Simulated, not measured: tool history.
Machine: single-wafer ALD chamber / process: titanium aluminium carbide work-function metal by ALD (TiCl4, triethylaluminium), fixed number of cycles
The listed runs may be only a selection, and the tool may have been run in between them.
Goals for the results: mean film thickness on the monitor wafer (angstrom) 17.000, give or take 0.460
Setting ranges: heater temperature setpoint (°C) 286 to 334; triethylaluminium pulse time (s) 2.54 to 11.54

run,hour,heater temperature setpoint (°C),triethylaluminium pulse time (s),mean film thickness on the monitor wafer (angstrom)
1,0.0,310,7.04,19.235
2,4.6,310,7.80,19.526
3,8.4,307,7.34,19.098
4,9.1,307,8.02,19.412
5,17.8,304,7.60,18.902
6,23.5,302,7.33,18.567
7,32.3,300,7.13,18.385
8,37.7,298,6.89,18.100

Exactly one of the 4 candidate moves below puts every result within its allowed miss. Which one?
A,43.1,286,5.32,?
B,43.1,286,5.16,?
C,43.1,288,5.29,?
D,43.1,286,6.90,?

move,mean film thickness on the monitor wafer (angstrom)
A,16.270
B,16.159
C,16.408
D,17.144
A: takes the biggest miss from the last run beyond its target
B: takes the biggest miss from the last run beyond its target
C: takes the biggest miss from the last run beyond its target
D: each result inside its tolerance
Answer: D
